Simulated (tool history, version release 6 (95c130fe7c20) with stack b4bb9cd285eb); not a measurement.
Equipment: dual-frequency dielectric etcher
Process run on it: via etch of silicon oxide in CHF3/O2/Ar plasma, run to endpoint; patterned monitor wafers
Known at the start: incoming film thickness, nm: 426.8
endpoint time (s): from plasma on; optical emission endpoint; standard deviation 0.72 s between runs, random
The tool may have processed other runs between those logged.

| run | hour | source power (kW) | bias power (kW) | endpoint time (s) |
|---|---|---|---|---|
| 1 | 0 | 0.78 | 0.172 | 206.66 |
| 2 | 8.9 | 0.78 | 0.142 | 223.87 |
| 3 | 11.8 | 0.65 | 0.142 | 246.37 |
| 4 | 15.5 | 0.65 | 0.173 | 230.02 |
| 5 | 22.1 | 0.63 | 0.172 | 234.16 |
| 6 | 27.2 | 0.72 | 0.172 | 216.98 |
| 7 | 30.1 | 0.68 | 0.171 | 224.24 |
| 8 | 36.7 | 0.65 | 0.17 | 230.79 |

Run 9 has not been measured yet. What should we expect?
| 9 | 42.2 | 0.63 | 0.17 | ? |

{"run 9": {"endpoint time (s)": 235.15}}

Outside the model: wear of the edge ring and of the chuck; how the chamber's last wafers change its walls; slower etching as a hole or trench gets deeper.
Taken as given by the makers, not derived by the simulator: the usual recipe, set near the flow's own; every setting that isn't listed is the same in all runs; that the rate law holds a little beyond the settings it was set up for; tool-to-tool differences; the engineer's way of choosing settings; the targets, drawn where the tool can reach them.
